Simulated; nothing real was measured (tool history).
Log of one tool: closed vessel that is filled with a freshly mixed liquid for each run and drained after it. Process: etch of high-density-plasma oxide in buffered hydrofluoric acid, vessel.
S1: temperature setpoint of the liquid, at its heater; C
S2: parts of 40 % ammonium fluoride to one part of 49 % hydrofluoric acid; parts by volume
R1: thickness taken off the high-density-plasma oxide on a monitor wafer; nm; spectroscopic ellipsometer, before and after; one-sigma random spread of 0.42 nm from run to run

run 1 hour=0.0 | S1=21.0 S2=12.0 time_in_the_liquid_(s)=90 | R1=80.543
run 2 hour=3.2 | S1=22.5 S2=12.0 time_in_the_liquid_(s)=90 | R1=88.411
run 3 hour=8.8 | S1=24.0 S2=12.0 time_in_the_liquid_(s)=90 | R1=95.595
run 4 hour=11.5 | S1=25.0 S2=12.0 time_in_the_liquid_(s)=90 | R1=101.080
run 5 hour=16.2 | S1=25.0 S2=14.5 time_in_the_liquid_(s)=90 | R1=83.856
run 6 hour=20.7 | S1=26.0 S2=14.0 time_in_the_liquid_(s)=90 | R1=91.740
run 7 hour=21.4 | S1=26.5 S2=13.5 time_in_the_liquid_(s)=90 | R1=97.094
run 8 hour=29.8 | S1=27.0 S2=13.0 time_in_the_liquid_(s)=90 | R1=103.900
run 9 hour=33.3 | S1=27.5 S2=12.5 time_in_the_liquid_(s)=90 | R1=110.970

Run 10 is up next; what results do you expect?
run 10 hour=40.4 | S1=28.0 S2=12.5 time_in_the_liquid_(s)=90 | R1=?

{"run 10": {"R1": 113.72}}

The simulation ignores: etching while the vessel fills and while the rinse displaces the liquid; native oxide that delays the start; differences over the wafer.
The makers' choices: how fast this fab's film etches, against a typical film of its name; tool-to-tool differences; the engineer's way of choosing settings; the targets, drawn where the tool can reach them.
